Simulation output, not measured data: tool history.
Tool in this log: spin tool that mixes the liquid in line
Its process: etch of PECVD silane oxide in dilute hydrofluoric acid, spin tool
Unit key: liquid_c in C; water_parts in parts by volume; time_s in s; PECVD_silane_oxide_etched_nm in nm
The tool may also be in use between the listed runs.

Run 1, day 0: liquid_c 26 C, water_parts 200 parts by volume, time_s 55 s. Result: PECVD_silane_oxide_etched_nm 9.8524 nm.
Run 2, day 0.304: liquid_c 27 C, water_parts 195 parts by volume, time_s 55 s. Result: PECVD_silane_oxide_etched_nm 10.57 nm.
Run 3, day 0.492: liquid_c 27 C, water_parts 260 parts by volume, time_s 55 s. Result: PECVD_silane_oxide_etched_nm 7.3557 nm.
Run 4, day 0.721: liquid_c 28 C, water_parts 245 parts by volume, time_s 55 s. Result: PECVD_silane_oxide_etched_nm 8.2525 nm.
Run 5, day 0.804: liquid_c 28 C, water_parts 295 parts by volume, time_s 55 s. Result: PECVD_silane_oxide_etched_nm 6.4434 nm.
Run 6, day 0.879: liquid_c 28.5 C, water_parts 280 parts by volume, time_s 55 s. Result: PECVD_silane_oxide_etched_nm 7.0154 nm.

Run 7 comes next. What will it give?
Run 7, day 0.904: liquid_c 29 C, water_parts 265 parts by volume, time_s 55 s. Result: PECVD_silane_oxide_etched_nm ?.

{"run 7": {"PECVD_silane_oxide_etched_nm": 7.6574}}
